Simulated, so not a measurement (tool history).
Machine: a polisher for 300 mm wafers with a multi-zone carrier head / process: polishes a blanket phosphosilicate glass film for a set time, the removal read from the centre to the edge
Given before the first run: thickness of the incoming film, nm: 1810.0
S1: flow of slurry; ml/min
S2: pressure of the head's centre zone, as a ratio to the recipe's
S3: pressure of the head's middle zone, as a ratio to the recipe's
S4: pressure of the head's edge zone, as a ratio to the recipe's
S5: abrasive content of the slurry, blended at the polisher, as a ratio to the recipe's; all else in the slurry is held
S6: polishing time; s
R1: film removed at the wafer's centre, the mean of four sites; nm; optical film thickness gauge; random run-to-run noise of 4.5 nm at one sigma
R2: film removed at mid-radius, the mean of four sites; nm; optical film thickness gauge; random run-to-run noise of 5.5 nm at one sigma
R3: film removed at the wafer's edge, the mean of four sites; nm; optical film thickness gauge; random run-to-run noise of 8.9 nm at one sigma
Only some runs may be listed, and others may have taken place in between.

run	hour	S1	S2	S3	S4	S5	S6	R1	R2	R3
1	0	160	1	1	1	1	60	488.67	477.28	469.04
2	8.1	160	1	1	0.95	1	60	484.65	475.15	456.33
3	16.6	170	1.02	1.03	1	1.1	60	520.96	516.68	499.14
4	21.9	170	1.02	1.03	1	1.25	60	549.09	531.02	522.27
5	23.3	185	1.04	1.06	1.02	1.3	60	576.36	560.06	544.3
6	30.1	215	1.04	1.06	1.02	1.3	60	585.2	574.12	547.44
7	34.7	215	1.04	1.06	1.02	1.3	60	588.8	577.83	552.27

What will run 8 give?
# hour 43.5: worn pad replaced by a new one
8	43.5	240	1.13	1.16	1.12	1.5	62	?	?	?

Run 8 produced R1 768.62 nm, R2 737.9 nm, R3 680.89 nm.
